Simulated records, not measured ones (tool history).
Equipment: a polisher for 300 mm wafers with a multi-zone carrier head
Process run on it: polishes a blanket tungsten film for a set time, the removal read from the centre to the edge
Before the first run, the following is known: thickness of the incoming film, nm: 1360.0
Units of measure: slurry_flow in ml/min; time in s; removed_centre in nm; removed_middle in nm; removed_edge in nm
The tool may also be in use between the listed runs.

run,hour,slurry_flow,centre_zone,middle_zone,edge_zone,slurry_solids,time,removed_centre,removed_middle,removed_edge
1,0,215,1,1,1,1,40,242.84,240.69,254.48
2,2.9,210,0.98,0.98,1,0.95,40,233.99,234.07,246.6
3,9.1,205,0.96,0.96,1.01,0.95,40,229.09,229.13,250.49
4,11.6,205,0.96,0.96,0.96,0.95,40,227.23,230.82,246.33
5,19.8,200,0.94,0.95,0.96,0.95,40,222,226.39,236.84
6,28.3,200,0.94,0.95,0.96,0.95,48,264.72,273.83,291.95
7,31.6,195,0.92,0.93,0.96,0.9,48,254.92,263.21,288.05
8,38,190,0.9,0.92,0.95,0.85,48,244.68,253.23,276.34
9,41.4,145,0.81,0.86,1,0.6,46,179.64,198.78,243.05
10,47.1,150,0.82,0.86,0.99,0.6,46,180.52,204.36,240.91
# hour 48.3: slurry nozzle cleaned
11,48.3,150,0.83,0.85,0.98,0.6,46,201.54,219.93,253.69

Predict the results of run 12:
12,55.7,160,0.86,0.86,1,0.5,42,?,?,?

removed_centre: 182.7 nm
removed_middle: 194.04 nm
removed_edge: 225.41 nm

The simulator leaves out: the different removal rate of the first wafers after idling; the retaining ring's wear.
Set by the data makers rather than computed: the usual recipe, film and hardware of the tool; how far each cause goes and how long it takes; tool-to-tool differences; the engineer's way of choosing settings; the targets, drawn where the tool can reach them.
